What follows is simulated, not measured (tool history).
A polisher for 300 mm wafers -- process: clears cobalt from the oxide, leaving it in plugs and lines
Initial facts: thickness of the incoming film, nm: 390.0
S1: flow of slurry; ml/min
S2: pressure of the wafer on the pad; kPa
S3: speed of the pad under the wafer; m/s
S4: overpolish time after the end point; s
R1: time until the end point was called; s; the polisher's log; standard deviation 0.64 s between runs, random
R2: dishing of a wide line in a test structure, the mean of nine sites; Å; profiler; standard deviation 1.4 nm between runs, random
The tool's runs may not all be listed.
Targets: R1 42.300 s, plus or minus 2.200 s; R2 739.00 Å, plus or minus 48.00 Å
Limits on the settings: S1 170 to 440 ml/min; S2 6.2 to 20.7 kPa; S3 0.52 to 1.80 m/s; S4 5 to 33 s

run 1 hour=0.0 | S1=280 S2=13.1 S3=1.16 S4=17 | R1=66.442 R2=563.48
run 2 hour=7.3 | S1=280 S2=11.7 S3=1.16 S4=17 | R1=74.715 R2=505.92
run 3 hour=10.4 | S1=280 S2=9.0 S3=1.16 S4=17 | R1=96.924 R2=448.43
run 4 hour=17.2 | S1=280 S2=9.0 S3=1.16 S4=24 | R1=98.876 R2=542.29
run 5 hour=23.0 | S1=280 S2=10.3 S3=1.16 S4=23 | R1=84.263 R2=560.63
run 6 hour=29.8 | S1=280 S2=10.3 S3=1.34 S4=23 | R1=76.236 R2=622.96
run 7 hour=32.4 | S1=280 S2=11.0 S3=1.34 S4=22 | R1=69.805 R2=624.80
run 8 hour=37.4 | S1=280 S2=11.7 S3=1.34 S4=21 | R1=66.114 R2=624.50
run 9 hour=41.5 | S1=280 S2=12.4 S3=1.34 S4=21 | R1=63.366 R2=630.47
run 10 hour=44.1 | S1=280 S2=16.5 S3=1.38 S4=20 | R1=45.468 R2=699.00

Pick the move, out of 4, that brings all results within their allowed miss; only one does.
run A hour=46.7 | S1=175 S2=14.5 S3=1.80 S4=22 | R1=? R2=?
run B hour=46.7 | S1=260 S2=17.2 S3=1.28 S4=15 | R1=? R2=?
run C hour=46.7 | S1=200 S2=17.2 S3=1.30 S4=17 | R1=? R2=?
run D hour=46.7 | S1=315 S2=17.9 S3=1.20 S4=22 | R1=? R2=?

move=A R1=42.591 R2=719.90
move=B R1=46.944 R2=602.37
move=C R1=47.913 R2=631.36
move=D R1=47.083 R2=699.74
A: meets every target
B: further off than the last run
C: further off than the last run
D: further off than the last run
A is the move that brings every result within its allowed miss.
